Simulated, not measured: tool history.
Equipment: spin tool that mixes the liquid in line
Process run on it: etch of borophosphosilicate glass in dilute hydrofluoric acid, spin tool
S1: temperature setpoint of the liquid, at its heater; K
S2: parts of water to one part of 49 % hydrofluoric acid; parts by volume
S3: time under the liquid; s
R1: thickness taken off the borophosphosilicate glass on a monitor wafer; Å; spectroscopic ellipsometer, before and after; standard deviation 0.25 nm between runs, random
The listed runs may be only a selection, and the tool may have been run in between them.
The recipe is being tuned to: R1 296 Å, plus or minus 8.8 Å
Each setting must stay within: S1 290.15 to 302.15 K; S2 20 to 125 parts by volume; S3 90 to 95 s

{"run": 1, "hour": 0.0, "S1": 294.15, "S2": 70, "S3": 90, "R1": 515.54}
{"run": 2, "hour": 6.3, "S1": 293.15, "S2": 80, "S3": 90, "R1": 423.66}
{"run": 3, "hour": 13.8, "S1": 293.15, "S2": 80, "S3": 95, "R1": 453.07}
{"run": 4, "hour": 19.3, "S1": 292.15, "S2": 85, "S3": 95, "R1": 403.55}
{"run": 5, "hour": 28.0, "S1": 292.15, "S2": 85, "S3": 95, "R1": 410.37}
{"hour": 35.2, "done": "hydrofluoric acid flow meter replaced"}
{"run": 6, "hour": 35.2, "S1": 291.65, "S2": 90, "S3": 95, "R1": 335.67}
{"run": 7, "hour": 41.3, "S1": 291.15, "S2": 90, "S3": 95, "R1": 327.41}
{"run": 8, "hour": 42.6, "S1": 290.65, "S2": 90, "S3": 95, "R1": 327.21}
{"run": 9, "hour": 49.6, "S1": 290.15, "S2": 90, "S3": 95, "R1": 316.84}

Which one of the following 4 next-run settings gets every result inside its allowed miss? There is exactly one.
{"run": "A", "hour": 56.6, "S1": 292.65, "S2": 100, "S3": 95, "R1": "?"}
{"run": "B", "hour": 56.6, "S1": 291.15, "S2": 95, "S3": 90, "R1": "?"}
{"run": "C", "hour": 56.6, "S1": 291.15, "S2": 95, "S3": 95, "R1": "?"}
{"run": "D", "hour": 56.6, "S1": 290.15, "S2": 85, "S3": 90, "R1": "?"}

move=A R1=309.03
move=B R1=291.11
move=C R1=307.28
move=D R1=315.25
A: better than the last run, though not everything is in spec
B: meets every target
C: better than the last run, though not everything is in spec
D: better than the last run, though not everything is in spec
B meets every target.
